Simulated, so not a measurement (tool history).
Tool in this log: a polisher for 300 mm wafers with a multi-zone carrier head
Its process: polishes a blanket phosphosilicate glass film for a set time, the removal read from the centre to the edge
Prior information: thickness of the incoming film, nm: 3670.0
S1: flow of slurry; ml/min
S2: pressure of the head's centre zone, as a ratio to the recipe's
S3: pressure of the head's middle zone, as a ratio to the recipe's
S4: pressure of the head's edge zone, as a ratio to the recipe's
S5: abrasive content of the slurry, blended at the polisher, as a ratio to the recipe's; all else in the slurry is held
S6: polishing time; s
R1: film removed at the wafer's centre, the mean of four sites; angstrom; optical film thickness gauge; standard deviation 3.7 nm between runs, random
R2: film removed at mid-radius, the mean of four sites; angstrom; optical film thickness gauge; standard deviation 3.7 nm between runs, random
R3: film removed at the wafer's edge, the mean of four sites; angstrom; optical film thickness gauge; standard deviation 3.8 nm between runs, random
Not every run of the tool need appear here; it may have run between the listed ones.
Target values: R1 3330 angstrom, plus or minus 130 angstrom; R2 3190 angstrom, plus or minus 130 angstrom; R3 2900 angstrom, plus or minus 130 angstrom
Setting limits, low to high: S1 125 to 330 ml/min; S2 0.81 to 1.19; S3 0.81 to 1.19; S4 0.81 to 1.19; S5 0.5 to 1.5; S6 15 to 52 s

| run | day | S1 | S2 | S3 | S4 | S5 | S6 | R1 | R2 | R3 |
|---|---|---|---|---|---|---|---|---|---|---|
| 1 | 0 | 210 | 1 | 1 | 1 | 1 | 33 | 4206.2 | 3925 | 3789.3 |
| 2 | 0.229 | 210 | 0.99 | 1 | 0.96 | 0.9 | 33 | 3861.6 | 3650.3 | 3494.5 |
| 3 | 0.596 | 205 | 0.99 | 1 | 0.92 | 0.85 | 33 | 3735.6 | 3503.4 | 3241.6 |
| 4 | 0.933 | 205 | 0.99 | 1 | 0.92 | 0.7 | 33 | 3108 | 2926.2 | 2698.6 |
| 5 | 0.958 | 205 | 0.99 | 0.93 | 0.92 | 0.7 | 33 | 3145.3 | 2695.4 | 2733.5 |
| 6 | 1.071 | 205 | 0.93 | 0.93 | 0.92 | 0.7 | 33 | 2959.6 | 2696.5 | 2766.1 |
| 7 | 1.325 | 220 | 0.95 | 0.96 | 0.92 | 0.7 | 33 | 3100 | 2831.8 | 2759.6 |
| 8 | 1.492 | 220 | 0.95 | 0.96 | 0.92 | 0.7 | 33 | 3017.1 | 2813.7 | 2727.8 |
| 9 | 1.821 | 220 | 0.97 | 0.98 | 0.93 | 0.7 | 33 | 3116.2 | 2873 | 2813.4 |
| 10 | 2.079 | 225 | 0.98 | 1 | 0.93 | 0.7 | 33 | 3101.4 | 2974.7 | 2816.3 |
|  | 2.35 | centre zone pressure recalibrated |
| 11 | 2.35 | 225 | 1 | 1.01 | 0.93 | 0.7 | 33 | 2928 | 2957.1 | 2778.9 |
| 12 | 2.567 | 210 | 1 | 1.01 | 0.93 | 0.7 | 33 | 2855.1 | 2996.9 | 2686.4 |
| 13 | 2.825 | 225 | 1 | 1.02 | 0.92 | 0.7 | 33 | 2827.7 | 3019 | 2704.9 |
| 14 | 2.979 | 205 | 1 | 1.02 | 0.93 | 0.7 | 33 | 2860.1 | 2984.2 | 2706.6 |
| 15 | 3.125 | 205 | 1 | 1.02 | 0.93 | 0.7 | 33 | 2815.9 | 3008.2 | 2717 |
| 16 | 3.296 | 205 | 1 | 1.02 | 0.93 | 0.7 | 33 | 2850.8 | 2956.9 | 2782 |
| 17 | 3.367 | 220 | 1 | 1.01 | 0.93 | 0.7 | 33 | 2895.2 | 2992.4 | 2728.7 |
| 18 | 3.692 | 220 | 1 | 1 | 0.92 | 0.7 | 33 | 2917.4 | 2927.2 | 2710.1 |

Which one of the following 5 next-run settings gets every result inside its allowed miss? There is exactly one.
| A | 4.017 | 255 | 0.91 | 1.05 | 1.08 | 0.55 | 42 | ? | ? | ? |
| B | 4.017 | 175 | 0.97 | 1.09 | 1.07 | 0.55 | 42 | ? | ? | ? |
| C | 4.017 | 160 | 1.16 | 0.96 | 0.81 | 0.85 | 27 | ? | ? | ? |
| D | 4.017 | 225 | 1.08 | 1.01 | 0.91 | 0.7 | 35 | ? | ? | ? |
| E | 4.017 | 240 | 0.98 | 1.03 | 0.81 | 0.8 | 33 | ? | ? | ? |

| move | R1 | R2 | R3 |
|---|---|---|---|
| A | 2531.1 | 2991.3 | 2818.3 |
| B | 2585.9 | 2970.3 | 2724 |
| C | 3123.2 | 2694.6 | 2428.8 |
| D | 3308.4 | 3186.9 | 2869.6 |
| E | 3220.3 | 3477.6 | 2915.8 |
A: further off than the last run
B: further off than the last run
C: further off than the last run
D: hits every target within its allowed miss
E: puts the biggest miss on target and leaves a different result outside tolerance
D is the move that brings every result within its allowed miss.
